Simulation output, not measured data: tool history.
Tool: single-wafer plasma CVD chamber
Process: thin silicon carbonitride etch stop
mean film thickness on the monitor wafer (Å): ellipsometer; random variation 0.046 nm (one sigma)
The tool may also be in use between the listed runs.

run	day	RF power (kW)	deposition time (s)	mean film thickness on the monitor wafer (Å)
1	0	0.16	21.4	114.86
2	0.046	0.155	20.9	110.17
3	0.104	0.15	20.5	105.9
4	0.388	0.135	20.5	101.34
5	0.488	0.125	20.5	100.11
# day 0.546: thermocouple changed; heater temperature recalibrated
6	0.546	0.125	20.3	97.109
7	0.8	0.125	20.2	97.375
8	1.162	0.125	20.1	97.27
9	1.492	0.125	20	96.912

Run 10 comes next. What will it give?
10	1.683	0.125	19.9	?

{"run 10": {"mean film thickness on the monitor wafer (Å)": 94.973}}
